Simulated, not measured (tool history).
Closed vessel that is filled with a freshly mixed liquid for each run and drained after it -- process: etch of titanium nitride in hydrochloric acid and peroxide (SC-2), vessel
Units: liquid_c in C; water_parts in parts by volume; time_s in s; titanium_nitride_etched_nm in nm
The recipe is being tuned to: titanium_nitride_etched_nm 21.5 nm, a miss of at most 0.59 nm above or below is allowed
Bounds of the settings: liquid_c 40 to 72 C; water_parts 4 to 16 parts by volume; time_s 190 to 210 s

| run | hour | liquid_c | water_parts | time_s | titanium_nitride_etched_nm |
|---|---|---|---|---|---|
| 1 | 0 | 56 | 9 | 190 | 9.9183 |
| 2 | 6 | 56 | 9 | 210 | 10.924 |
| 3 | 10.8 | 59 | 9 | 210 | 13.296 |
| 4 | 11.5 | 59 | 9 | 190 | 11.905 |
| 5 | 19 | 62 | 9 | 190 | 14.466 |
| 6 | 27.3 | 64 | 9 | 190 | 16.243 |
| 7 | 28 | 65.5 | 9 | 190 | 17.977 |
| 8 | 33.7 | 66.5 | 9 | 190 | 19.068 |
| 9 | 37.1 | 66.5 | 9 | 190 | 19.369 |

Exactly one of the 5 candidate moves below puts every result within its allowed miss. Which one?
| A | 40.5 | 69.5 | 11 | 210 | ? |
| B | 40.5 | 67.5 | 10 | 190 | ? |
| C | 40.5 | 67.5 | 11.5 | 200 | ? |
| D | 40.5 | 67 | 8.5 | 210 | ? |
| E | 40.5 | 68.5 | 10.5 | 195 | ? |

| move | titanium_nitride_etched_nm |
|---|---|
| A | 21.445 |
| B | 18.656 |
| C | 17.455 |
| D | 22.867 |
| E | 19.514 |
A: every result lands within tolerance
B: the biggest miss grows against the last run
C: the biggest miss grows against the last run
D: the result that was furthest off in the last run now lies on the other side of its target
E: better than the last run, though not everything is in spec
A meets every target.
